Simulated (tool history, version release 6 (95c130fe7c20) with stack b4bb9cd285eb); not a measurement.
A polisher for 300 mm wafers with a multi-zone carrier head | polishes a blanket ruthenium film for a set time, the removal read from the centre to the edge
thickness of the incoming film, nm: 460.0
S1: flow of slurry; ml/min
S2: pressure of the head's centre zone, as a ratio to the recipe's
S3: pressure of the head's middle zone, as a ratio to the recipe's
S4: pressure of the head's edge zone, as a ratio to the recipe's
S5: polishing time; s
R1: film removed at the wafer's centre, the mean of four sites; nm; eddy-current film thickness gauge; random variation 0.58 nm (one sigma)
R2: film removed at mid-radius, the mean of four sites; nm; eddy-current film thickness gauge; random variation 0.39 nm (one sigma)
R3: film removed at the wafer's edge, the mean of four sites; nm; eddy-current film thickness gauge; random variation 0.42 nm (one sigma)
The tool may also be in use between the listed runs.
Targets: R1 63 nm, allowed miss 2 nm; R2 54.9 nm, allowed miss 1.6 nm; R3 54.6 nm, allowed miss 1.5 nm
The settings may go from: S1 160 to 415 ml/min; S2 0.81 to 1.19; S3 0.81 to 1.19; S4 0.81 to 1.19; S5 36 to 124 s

run 1 day=0 | S1=265 S2=1 S3=1 S4=1 S5=79 | R1=47.939 R2=48.45 R3=46.524
run 2 day=0.075 | S1=275 S2=1.03 S3=1.01 S4=1.03 S5=80 | R1=49.201 R2=49.425 R3=48.415
run 3 day=0.171 | S1=280 S2=1.06 S3=1.01 S4=1.03 S5=81 | R1=51.759 R2=50.37 R3=48.422
run 4 day=0.217 | S1=285 S2=1.08 S3=1.01 S4=1.04 S5=82 | R1=53.686 R2=50.62 R3=50.367
run 5 day=0.3 | S1=295 S2=1.1 S3=1.02 S4=1.04 S5=82 | R1=55.9 R2=51.157 R3=49.92
run 6 day=0.475 | S1=295 S2=1.1 S3=1.02 S4=1 S5=82 | R1=54.753 R2=51.34 R3=49.318
run 7 day=0.625 | S1=300 S2=1.11 S3=1.03 S4=1.02 S5=82 | R1=56.185 R2=51.952 R3=49.644
run 8 day=0.829 | S1=305 S2=1.12 S3=1.03 S4=1.04 S5=82 | R1=56.314 R2=51.448 R3=50.399
run 9 day=0.95 | S1=310 S2=1.13 S3=1.04 S4=1.05 S5=82 | R1=57.591 R2=52.803 R3=50.454
run 10 day=1.017 | S1=315 S2=1.14 S3=1.04 S4=1.07 S5=82 | R1=56.979 R2=52.181 R3=50.881
run 11 day=1.067 | S1=320 S2=1.15 S3=1.04 S4=1.07 S5=83 | R1=59.488 R2=53.065 R3=52.872
run 12 day=1.125 | S1=325 S2=1.16 S3=1.04 S4=1.07 S5=83 | R1=58.857 R2=53.086 R3=52.859

Which of these 4 next moves meets every target?
run A day=1.183 | S1=285 S2=1.14 S3=1.07 S4=1 S5=91 | R1=? R2=? R3=?
run B day=1.183 | S1=320 S2=1.18 S3=1.11 S4=1.02 S5=86 | R1=? R2=? R3=?
run C day=1.183 | S1=340 S2=1.19 S3=1.03 S4=1.09 S5=85 | R1=? R2=? R3=?
run D day=1.183 | S1=325 S2=1.1 S3=1.07 S4=1.18 S5=77 | R1=? R2=? R3=?

move=A R1=62.987 R2=58.867 R3=53.99
move=B R1=62.465 R2=57.887 R3=51.964
move=C R1=62.625 R2=54.356 R3=53.359
move=D R1=52.185 R2=50.484 R3=50.161
A: brings the result that was furthest off to its target, and leaves another outside
B: brings the result that was furthest off to its target, and leaves another outside
C: meets every target
D: further off than the last run
Answer: C
